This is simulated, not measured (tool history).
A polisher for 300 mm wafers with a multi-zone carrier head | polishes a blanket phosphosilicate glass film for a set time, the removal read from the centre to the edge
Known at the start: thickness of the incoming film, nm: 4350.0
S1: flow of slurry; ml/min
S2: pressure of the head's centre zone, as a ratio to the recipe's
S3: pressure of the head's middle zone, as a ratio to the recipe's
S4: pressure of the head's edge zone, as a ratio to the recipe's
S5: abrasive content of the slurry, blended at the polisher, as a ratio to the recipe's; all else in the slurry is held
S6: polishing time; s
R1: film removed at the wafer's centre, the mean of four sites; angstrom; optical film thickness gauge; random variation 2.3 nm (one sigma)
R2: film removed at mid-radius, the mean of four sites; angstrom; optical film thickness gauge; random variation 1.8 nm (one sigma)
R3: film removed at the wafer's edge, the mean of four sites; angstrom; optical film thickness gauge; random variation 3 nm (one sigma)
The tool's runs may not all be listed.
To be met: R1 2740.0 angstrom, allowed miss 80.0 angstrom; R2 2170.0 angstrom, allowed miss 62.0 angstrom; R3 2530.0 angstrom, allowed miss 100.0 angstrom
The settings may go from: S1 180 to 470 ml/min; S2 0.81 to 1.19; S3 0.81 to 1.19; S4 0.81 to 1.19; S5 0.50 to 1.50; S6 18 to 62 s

run,hour,S1,S2,S3,S4,S5,S6,R1,R2,R3
1,0.0,300,1.00,1.00,1.00,1.00,40,2709.5,2669.4,2683.8
2,8.9,295,1.01,0.98,0.99,1.00,40,2763.0,2618.5,2662.7
3,17.7,290,1.01,0.96,0.99,1.00,40,2740.3,2577.3,2663.8
4,19.8,290,1.01,0.96,0.99,1.10,40,2821.0,2680.0,2761.2
5,24.0,285,1.01,0.94,0.99,1.10,40,2808.9,2630.1,2740.6
6,31.4,285,1.01,0.94,0.99,1.20,40,2949.0,2705.7,2807.5
7,32.0,285,1.01,0.94,0.99,1.20,40,2939.5,2720.8,2848.6
8,35.4,280,1.02,0.92,0.99,1.15,40,2903.5,2603.8,2808.6
9,42.6,275,1.02,0.91,0.98,1.15,40,2903.4,2551.1,2774.5
10,49.0,275,1.02,0.91,0.98,1.15,40,2877.3,2544.3,2771.6
11,51.4,270,1.02,0.90,0.97,1.15,40,2853.8,2524.5,2791.5
12,59.8,275,1.03,0.89,0.96,1.10,40,2843.7,2473.1,2693.4
13,66.8,270,1.03,0.88,0.95,1.10,40,2858.3,2482.6,2712.8
14,71.8,270,1.04,0.87,0.95,1.10,40,2913.8,2437.9,2697.0

4 next moves are on the table. One of them brings every result within its allowed miss. Which?
A,76.8,260,1.05,0.89,0.93,1.05,36,?,?,?
B,76.8,230,1.05,0.82,0.93,0.85,42,?,?,?
C,76.8,260,1.09,0.81,1.03,1.10,36,?,?,?
D,76.8,275,1.10,0.87,0.95,1.10,33,?,?,?

move,R1,R2,R3
A,2576.3,2184.6,2392.9
B,2729.4,2167.8,2550.1
C,2720.4,2056.6,2559.2
D,2533.0,2009.9,2264.1
A: brings the result that was furthest off to its target, and leaves another outside
B: meets every target
C: takes the result that was furthest off past its target
D: takes the result that was furthest off past its target
Move B is the one to make.
